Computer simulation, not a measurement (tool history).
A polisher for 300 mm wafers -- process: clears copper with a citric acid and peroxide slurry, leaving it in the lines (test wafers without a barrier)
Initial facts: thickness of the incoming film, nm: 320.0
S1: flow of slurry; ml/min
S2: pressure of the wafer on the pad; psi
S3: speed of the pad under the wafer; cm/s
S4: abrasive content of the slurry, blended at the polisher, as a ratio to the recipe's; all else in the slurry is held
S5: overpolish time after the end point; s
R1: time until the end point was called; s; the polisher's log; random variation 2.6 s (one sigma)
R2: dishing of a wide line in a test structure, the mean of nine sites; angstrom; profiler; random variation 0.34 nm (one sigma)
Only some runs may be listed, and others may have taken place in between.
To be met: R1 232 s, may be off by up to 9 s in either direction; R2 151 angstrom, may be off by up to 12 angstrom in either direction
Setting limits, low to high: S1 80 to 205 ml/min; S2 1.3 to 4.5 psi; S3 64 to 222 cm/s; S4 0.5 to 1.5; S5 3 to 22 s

run	hour	S1	S2	S3	S4	S5	R1	R2
1	0	135	2.9	142	1	11	128.87	180.35
2	1.1	130	2.6	142	1	12	145.35	178.09
3	7.8	130	2.6	126	1	12	162.24	154.76
4	13.1	145	2.6	126	1	12	161.19	156.48
5	17.9	145	2.6	126	1.1	12	155.87	157.14
6	19.7	145	2.6	126	1.25	12	150.71	162.48
7	24.7	140	2.4	126	1.25	13	164.23	165.76
8	31.6	135	2.2	126	1.25	14	180.55	156.5
9	37	130	2.1	126	1.25	15	185.87	159.7
10	42.2	125	2	126	1.25	16	202.07	168.02
11	44.8	120	1.9	126	1.25	16	213.4	150.55
12	47	115	1.9	126	1.25	16	213.16	152.25
13	53.7	110	1.9	126	1.25	16	215.69	151.79
14	59.5	110	1.9	126	1.25	16	213.63	147.58
15	63.7	105	1.9	126	1.25	16	217.85	148.1

4 candidate next runs follow, results not yet known. Just one meets every target within its allowed miss. Identify it.
A	67.9	95	2.2	118	1.3	13	?	?
B	67.9	110	2.1	116	1.5	14	?	?
C	67.9	110	1.9	128	1.2	17	?	?
D	67.9	125	1.7	126	1.25	17	?	?

move	R1	R2
A	206.65	139.02
B	207.41	147.68
C	217.63	166.82
D	238.2	153.52
A: the biggest miss grows against the last run
B: the biggest miss grows against the last run
C: about as far from the targets as the last run
D: all results land within tolerance of their targets
D is the move that brings every result within its allowed miss.

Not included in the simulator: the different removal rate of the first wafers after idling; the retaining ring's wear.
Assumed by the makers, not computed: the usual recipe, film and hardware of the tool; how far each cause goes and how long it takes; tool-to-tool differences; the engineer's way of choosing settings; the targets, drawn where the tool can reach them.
